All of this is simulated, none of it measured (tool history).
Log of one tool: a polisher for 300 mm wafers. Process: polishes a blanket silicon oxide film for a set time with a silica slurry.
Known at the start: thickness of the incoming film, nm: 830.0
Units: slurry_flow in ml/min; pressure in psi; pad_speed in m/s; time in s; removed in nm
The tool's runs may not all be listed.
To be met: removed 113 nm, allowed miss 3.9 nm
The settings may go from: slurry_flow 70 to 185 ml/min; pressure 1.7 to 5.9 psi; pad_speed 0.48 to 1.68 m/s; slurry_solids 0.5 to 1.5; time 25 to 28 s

run  hour  slurry_flow  pressure  pad_speed  slurry_solids  time  removed
  1     0          120       3.8       1.08              1    28   94.037
  2   6.4          125       3.9       1.08              1    28   95.705
  3  12.7          125       3.9       1.08            0.9    28   91.202
  4  15.3          125       3.3       1.08            0.9    28   77.485
  5  21.6          125       3.3       1.08            0.9    28   76.887
  6  25.3          125       3.5       1.08            0.9    28   81.912
  7  26.3          125       3.7       1.08            0.9    28   86.167
  8    27          125       3.8       1.08            0.9    28   88.704
  9  27.8          125       3.9       1.08            0.9    28   90.137

Which of these 5 next moves meets every target?
  A  28.6          130       4.2       1.22           0.85    28        ?
  B  28.6          115       4.1       1.04           0.75    28        ?
  C  28.6          120       4.4       1.24            0.9    28        ?
  D  28.6          150       4.2        1.1           0.95    28        ?
  E  28.6          135       3.6       1.04           0.85    25        ?

move  removed
   A   105.05
   B   81.512
   C   114.08
   D   105.55
   E   71.456
A: nearer than the last run, and not there yet
B: further off than the last run
C: meets every target
D: nearer than the last run, and not there yet
E: further off than the last run
The right move is C.
